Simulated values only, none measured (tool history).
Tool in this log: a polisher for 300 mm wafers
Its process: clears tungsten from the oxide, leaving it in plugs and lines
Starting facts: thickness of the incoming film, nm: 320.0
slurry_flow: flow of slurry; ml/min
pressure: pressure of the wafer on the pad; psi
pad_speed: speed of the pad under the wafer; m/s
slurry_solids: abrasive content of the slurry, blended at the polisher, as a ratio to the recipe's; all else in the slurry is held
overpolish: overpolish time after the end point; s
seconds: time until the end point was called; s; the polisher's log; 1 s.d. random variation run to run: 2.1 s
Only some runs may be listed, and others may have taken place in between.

run,hour,slurry_flow,pressure,pad_speed,slurry_solids,overpolish,seconds
1,0.0,155,4.2,1.14,1.0,6,61.302
2,4.1,155,4.2,1.02,1.0,6,65.639
3,11.8,155,3.7,1.02,1.0,6,76.448
4,13.7,155,3.3,1.00,1.0,6,88.377
5,15.7,155,4.1,1.00,1.0,6,71.427
6,21.4,155,4.1,1.00,0.8,6,77.323
7,22.3,155,3.7,0.98,0.8,6,87.562

Run 8 has not been measured yet. What should we expect?
8,29.7,155,3.4,0.96,0.8,6,?

{"run 8": {"seconds": 97.419}}
